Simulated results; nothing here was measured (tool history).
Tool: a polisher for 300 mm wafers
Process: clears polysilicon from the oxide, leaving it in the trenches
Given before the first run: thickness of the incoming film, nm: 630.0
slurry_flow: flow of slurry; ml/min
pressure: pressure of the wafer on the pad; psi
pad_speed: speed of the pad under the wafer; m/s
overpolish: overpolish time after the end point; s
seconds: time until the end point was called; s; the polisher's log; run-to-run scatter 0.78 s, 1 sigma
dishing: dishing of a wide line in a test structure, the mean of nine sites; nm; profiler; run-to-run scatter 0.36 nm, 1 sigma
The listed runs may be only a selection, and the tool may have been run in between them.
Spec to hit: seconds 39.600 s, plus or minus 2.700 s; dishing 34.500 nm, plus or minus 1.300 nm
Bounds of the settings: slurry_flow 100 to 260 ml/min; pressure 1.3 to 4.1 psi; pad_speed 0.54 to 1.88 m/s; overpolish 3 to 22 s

run 1 hour=0.0 | slurry_flow=165 pressure=2.7 pad_speed=1.20 overpolish=11 | seconds=39.543 dishing=50.418
run 2 hour=6.7 | slurry_flow=170 pressure=2.6 pad_speed=1.18 overpolish=9 | seconds=40.305 dishing=47.076
run 3 hour=14.3 | slurry_flow=195 pressure=2.2 pad_speed=1.26 overpolish=7 | seconds=46.751 dishing=42.098
run 4 hour=20.9 | slurry_flow=195 pressure=2.2 pad_speed=1.56 overpolish=7 | seconds=37.227 dishing=46.146
run 5 hour=22.6 | slurry_flow=195 pressure=2.2 pad_speed=1.56 overpolish=9 | seconds=38.349 dishing=49.653
run 6 hour=25.8 | slurry_flow=195 pressure=2.2 pad_speed=1.68 overpolish=9 | seconds=34.613 dishing=50.064
run 7 hour=33.0 | slurry_flow=215 pressure=2.6 pad_speed=1.36 overpolish=7 | seconds=36.037 dishing=46.379
run 8 hour=38.2 | slurry_flow=230 pressure=2.8 pad_speed=1.14 overpolish=6 | seconds=39.881 dishing=42.062
run 9 hour=40.7 | slurry_flow=240 pressure=3.1 pad_speed=0.98 overpolish=5 | seconds=41.271 dishing=38.617

Of the 4 settings listed for the next run, only one would bring every result within its allowed miss of target. Which one?
run A hour=43.2 | slurry_flow=260 pressure=3.3 pad_speed=1.10 overpolish=3 | seconds=? dishing=?
run B hour=43.2 | slurry_flow=245 pressure=3.8 pad_speed=0.94 overpolish=3 | seconds=? dishing=?
run C hour=43.2 | slurry_flow=255 pressure=3.2 pad_speed=0.96 overpolish=4 | seconds=? dishing=?
run D hour=43.2 | slurry_flow=225 pressure=4.0 pad_speed=0.90 overpolish=3 | seconds=? dishing=?

move=A seconds=34.239 dishing=32.310
move=B seconds=34.918 dishing=31.917
move=C seconds=40.311 dishing=34.812
move=D seconds=34.929 dishing=31.910
A: the result that was furthest off in the last run now lies on the other side of its target
B: the result that was furthest off in the last run now lies on the other side of its target
C: hits every target within its allowed miss
D: the result that was furthest off in the last run now lies on the other side of its target
Answer: C
